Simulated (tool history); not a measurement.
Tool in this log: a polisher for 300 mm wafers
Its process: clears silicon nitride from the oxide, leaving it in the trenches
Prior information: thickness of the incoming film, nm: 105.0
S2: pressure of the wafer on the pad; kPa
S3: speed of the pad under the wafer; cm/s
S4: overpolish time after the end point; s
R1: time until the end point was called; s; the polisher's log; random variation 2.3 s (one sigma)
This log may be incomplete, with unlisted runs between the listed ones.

run 1 hour=0.0 | flow_of_slurry_(ml/min)=135 S2=19.3 S3=114 S4=28 | R1=99.587
run 2 hour=3.8 | flow_of_slurry_(ml/min)=135 S2=17.9 S3=112 S4=28 | R1=108.410
run 3 hour=9.5 | flow_of_slurry_(ml/min)=135 S2=17.2 S3=112 S4=28 | R1=114.490
run 4 hour=10.9 | flow_of_slurry_(ml/min)=135 S2=17.2 S3=126 S4=28 | R1=103.600
run 5 hour=17.8 | flow_of_slurry_(ml/min)=135 S2=17.2 S3=126 S4=30 | R1=97.758
run 6 hour=22.2 | flow_of_slurry_(ml/min)=135 S2=17.2 S3=126 S4=30 | R1=103.390

Run 7 has not been measured yet. What should we expect?
run 7 hour=27.2 | flow_of_slurry_(ml/min)=135 S2=15.9 S3=126 S4=30 | R1=?

For run 7 the tool returned R1 109.390 s.
